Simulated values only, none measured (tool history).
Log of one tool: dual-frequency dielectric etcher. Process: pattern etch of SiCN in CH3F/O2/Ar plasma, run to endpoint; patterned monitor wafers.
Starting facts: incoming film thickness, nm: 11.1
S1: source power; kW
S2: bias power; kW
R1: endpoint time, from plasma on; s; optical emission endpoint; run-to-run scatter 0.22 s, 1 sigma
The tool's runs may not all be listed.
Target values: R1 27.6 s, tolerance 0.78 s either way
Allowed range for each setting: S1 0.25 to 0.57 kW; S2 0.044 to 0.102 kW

{"run": 1, "day": 0.0, "S1": 0.41, "S2": 0.073, "R1": 31.506}
{"run": 2, "day": 0.212, "S1": 0.43, "S2": 0.074, "R1": 30.457}
{"run": 3, "day": 0.55, "S1": 0.43, "S2": 0.078, "R1": 30.682}
{"run": 4, "day": 0.796, "S1": 0.43, "S2": 0.071, "R1": 31.205}
{"run": 5, "day": 1.117, "S1": 0.49, "S2": 0.071, "R1": 29.793}
{"run": 6, "day": 1.238, "S1": 0.5, "S2": 0.072, "R1": 29.274}
{"run": 7, "day": 1.317, "S1": 0.51, "S2": 0.073, "R1": 29.329}
{"run": 8, "day": 1.383, "S1": 0.52, "S2": 0.074, "R1": 28.902}
{"run": 9, "day": 1.6, "S1": 0.53, "S2": 0.075, "R1": 28.541}

Next run, 5 choices. One meets every target within its allowed miss, the rest don't. Which?
{"run": "A", "day": 1.817, "S1": 0.5, "S2": 0.072, "R1": "?"}
{"run": "B", "day": 1.817, "S1": 0.54, "S2": 0.078, "R1": "?"}
{"run": "C", "day": 1.817, "S1": 0.51, "S2": 0.069, "R1": "?"}
{"run": "D", "day": 1.817, "S1": 0.48, "S2": 0.07, "R1": "?"}
{"run": "E", "day": 1.817, "S1": 0.51, "S2": 0.073, "R1": "?"}

move=A R1=29.333
move=B R1=27.734
move=C R1=29.567
move=D R1=30.063
move=E R1=28.984
A: further off than the last run
B: hits every target within its allowed miss
C: further off than the last run
D: further off than the last run
E: further off than the last run
The move that meets every target is B.
